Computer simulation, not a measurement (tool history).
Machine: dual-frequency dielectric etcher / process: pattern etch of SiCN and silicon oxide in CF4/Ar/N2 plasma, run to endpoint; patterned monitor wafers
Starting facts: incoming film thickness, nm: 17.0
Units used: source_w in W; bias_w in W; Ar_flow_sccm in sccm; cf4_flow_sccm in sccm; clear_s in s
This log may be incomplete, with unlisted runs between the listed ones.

run 1 hour=0.0 | source_w=540 bias_w=77 Ar_flow_sccm=121 cf4_flow_sccm=60 | clear_s=18.087
run 2 hour=8.8 | source_w=500 bias_w=76 Ar_flow_sccm=121 cf4_flow_sccm=60 | clear_s=19.427
run 3 hour=15.5 | source_w=500 bias_w=76 Ar_flow_sccm=132 cf4_flow_sccm=60 | clear_s=19.771
run 4 hour=22.8 | source_w=500 bias_w=76 Ar_flow_sccm=132 cf4_flow_sccm=69 | clear_s=19.505
run 5 hour=31.2 | source_w=470 bias_w=75 Ar_flow_sccm=132 cf4_flow_sccm=69 | clear_s=20.898
run 6 hour=40.1 | source_w=470 bias_w=64 Ar_flow_sccm=132 cf4_flow_sccm=69 | clear_s=22.020
run 7 hour=48.8 | source_w=470 bias_w=64 Ar_flow_sccm=132 cf4_flow_sccm=69 | clear_s=22.043

Forecast run 8:
run 8 hour=52.4 | source_w=390 bias_w=62 Ar_flow_sccm=133 cf4_flow_sccm=69 | clear_s=?

Run 8 measured clear_s 27.027 s.
